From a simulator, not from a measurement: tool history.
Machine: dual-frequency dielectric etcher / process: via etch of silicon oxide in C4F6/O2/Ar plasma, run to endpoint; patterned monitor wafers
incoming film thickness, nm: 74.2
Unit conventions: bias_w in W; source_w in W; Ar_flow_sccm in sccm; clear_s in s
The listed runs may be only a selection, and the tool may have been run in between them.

Run 1, hour 0.0: bias_w 525 W, source_w 280 W, Ar_flow_sccm 417 sccm. Result: clear_s 20.277 s.
Run 2, hour 3.2: bias_w 552 W, source_w 290 W, Ar_flow_sccm 415 sccm. Result: clear_s 19.686 s.
Run 3, hour 5.3: bias_w 552 W, source_w 290 W, Ar_flow_sccm 345 sccm. Result: clear_s 19.202 s.
Run 4, hour 8.0: bias_w 552 W, source_w 260 W, Ar_flow_sccm 345 sccm. Result: clear_s 19.935 s.
Run 5, hour 11.8: bias_w 575 W, source_w 270 W, Ar_flow_sccm 343 sccm. Result: clear_s 19.551 s.
Run 6, hour 18.1: bias_w 593 W, source_w 280 W, Ar_flow_sccm 340 sccm. Result: clear_s 19.057 s.

Run 7 is up next; what results do you expect?
Run 7, hour 21.0: bias_w 605 W, source_w 280 W, Ar_flow_sccm 338 sccm. Result: clear_s ?.

clear_s: 18.858 s

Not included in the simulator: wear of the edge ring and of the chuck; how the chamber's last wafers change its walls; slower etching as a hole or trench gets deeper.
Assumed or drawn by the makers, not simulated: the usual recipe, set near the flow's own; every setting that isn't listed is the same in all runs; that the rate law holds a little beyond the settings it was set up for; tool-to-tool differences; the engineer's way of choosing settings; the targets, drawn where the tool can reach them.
